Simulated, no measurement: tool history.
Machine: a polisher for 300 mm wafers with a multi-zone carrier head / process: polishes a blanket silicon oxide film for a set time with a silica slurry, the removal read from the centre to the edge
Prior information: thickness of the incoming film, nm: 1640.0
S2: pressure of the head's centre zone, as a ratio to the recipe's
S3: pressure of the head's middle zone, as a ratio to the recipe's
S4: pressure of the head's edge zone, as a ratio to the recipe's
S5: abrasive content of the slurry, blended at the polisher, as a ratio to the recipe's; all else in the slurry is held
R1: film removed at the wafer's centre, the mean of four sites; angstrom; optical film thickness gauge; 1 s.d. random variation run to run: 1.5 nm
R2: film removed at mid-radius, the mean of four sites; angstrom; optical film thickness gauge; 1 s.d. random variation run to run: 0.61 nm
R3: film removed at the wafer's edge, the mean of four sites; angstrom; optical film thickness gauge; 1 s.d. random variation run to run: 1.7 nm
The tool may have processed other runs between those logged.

{"run": 1, "hour": 0.0, "flow of slurry (ml/min)": 185, "S2": 1, "S3": 1, "S4": 1, "S5": 1, "polishing time (s)": 45, "R1": 1447.2, "R2": 1416.8, "R3": 1402.1}
{"run": 2, "hour": 4.5, "flow of slurry (ml/min)": 185, "S2": 1, "S3": 1, "S4": 0.93, "S5": 1, "polishing time (s)": 45, "R1": 1416.4, "R2": 1412.2, "R3": 1382.7}
{"run": 3, "hour": 12.1, "flow of slurry (ml/min)": 185, "S2": 0.94, "S3": 1, "S4": 0.93, "S5": 1, "polishing time (s)": 45, "R1": 1369.8, "R2": 1407.9, "R3": 1374.2}
{"run": 4, "hour": 15.6, "flow of slurry (ml/min)": 185, "S2": 0.94, "S3": 1, "S4": 0.99, "S5": 1, "polishing time (s)": 45, "R1": 1363.4, "R2": 1412.1, "R3": 1440.7}
{"run": 5, "hour": 19.8, "flow of slurry (ml/min)": 185, "S2": 0.94, "S3": 1, "S4": 1.04, "S5": 1, "polishing time (s)": 45, "R1": 1308.1, "R2": 1404.6, "R3": 1483.1}
{"run": 6, "hour": 25.0, "flow of slurry (ml/min)": 185, "S2": 0.94, "S3": 1, "S4": 1.04, "S5": 0.95, "polishing time (s)": 45, "R1": 1323.8, "R2": 1390.3, "R3": 1436.3}
{"run": 7, "hour": 29.9, "flow of slurry (ml/min)": 180, "S2": 0.93, "S3": 0.97, "S4": 1.03, "S5": 0.9, "polishing time (s)": 45, "R1": 1306.4, "R2": 1301.9, "R3": 1367.4}
{"run": 8, "hour": 33.7, "flow of slurry (ml/min)": 140, "S2": 0.83, "S3": 0.87, "S4": 1.09, "S5": 0.7, "polishing time (s)": 44, "R1": 894.22, "R2": 954.03, "R3": 1177.9}
{"run": 9, "hour": 41.8, "flow of slurry (ml/min)": 150, "S2": 0.85, "S3": 0.87, "S4": 1.08, "S5": 0.7, "polishing time (s)": 44, "R1": 953.64, "R2": 966.35, "R3": 1164.1}

Predict the results of run 10:
{"run": 10, "hour": 42.8, "flow of slurry (ml/min)": 150, "S2": 0.85, "S3": 0.87, "S4": 1.08, "S5": 0.7, "polishing time (s)": 44, "R1": "?", "R2": "?", "R3": "?"}

R1: 951.07 angstrom
R2: 990.65 angstrom
R3: 1181.4 angstrom
